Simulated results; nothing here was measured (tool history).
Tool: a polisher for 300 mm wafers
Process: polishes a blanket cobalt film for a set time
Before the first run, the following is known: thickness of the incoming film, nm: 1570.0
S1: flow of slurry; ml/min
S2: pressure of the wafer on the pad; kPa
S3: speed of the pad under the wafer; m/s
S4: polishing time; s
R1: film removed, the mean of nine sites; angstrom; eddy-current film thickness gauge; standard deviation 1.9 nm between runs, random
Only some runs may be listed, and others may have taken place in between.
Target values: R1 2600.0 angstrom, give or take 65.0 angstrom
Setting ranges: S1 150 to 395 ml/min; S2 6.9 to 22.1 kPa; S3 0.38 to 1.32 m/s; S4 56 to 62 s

run    day   S1    S2    S3  S4      R1
  1  0.000  250  14.5  0.84  62  2743.1
  2  0.117  250  11.0  0.84  62  2077.9
  3  0.404  250   9.0  0.84  62  1706.6
  4  0.629  250   9.0  0.84  62  1735.8
     0.754  -- worn pad replaced by a new one
  5  0.754  255   9.7  0.84  62  2075.1
  6  0.854  260   9.7  0.84  62  2086.0
  7  1.088  265   9.7  0.84  62  2070.5
  8  1.325  270   9.7  0.84  62  2052.3
  9  1.529  280   9.7  0.84  62  2097.6
 10  1.817  290   9.7  0.84  62  2081.2
 11  2.038  290  13.1  0.84  62  2778.4
 12  2.142  285  13.1  0.84  62  2797.7
 13  2.492  280  13.1  0.84  62  2754.7

Which of these 4 next moves meets every target?
  A  2.842  240  12.4  0.86  61   ?
  B  2.842  270  13.1  0.86  60   ?
  C  2.842  275  16.5  0.72  57   ?
  D  2.842  245  11.0  0.98  62   ?

move      R1
   A  2621.4
   B  2754.0
   C  2768.9
   D  2707.6
A: all results land within tolerance of their targets
B: neither nearer nor further off than the last run
C: misses by more than the last run did
D: better than the last run, though not everything is in spec
A is the move that brings every result within its allowed miss.
